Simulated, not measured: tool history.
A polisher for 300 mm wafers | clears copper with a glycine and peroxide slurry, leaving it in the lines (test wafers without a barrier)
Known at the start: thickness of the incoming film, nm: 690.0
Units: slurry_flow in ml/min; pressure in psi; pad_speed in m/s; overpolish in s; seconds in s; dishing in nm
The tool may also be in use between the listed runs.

run  hour  slurry_flow  pressure  pad_speed  overpolish  seconds  dishing
  1   0.0          205       3.5       0.98          14   128.68   58.418
  2   2.2          205       3.5       1.16          14   119.95   63.339
  3   9.8          205       3.5       1.34          14   105.85   68.539
  4  10.7          205       3.2       1.32          14   115.92   64.607
  5  13.6          205       3.0       1.30          14   124.86   59.671
  6  15.7          205       2.8       1.30          14   133.32   55.743
  7  23.8          205       2.7       1.30          15   139.65   57.672
  8  28.4          205       2.6       1.30          15   138.56   56.854
  9  37.0          205       2.5       1.28          15   150.58   54.998

Run 10 comes next. What will it give?
 10  38.1          205       2.4       1.28          15        ?        ?

{"run 10": {"seconds": 149.83, "dishing": 53.877}}
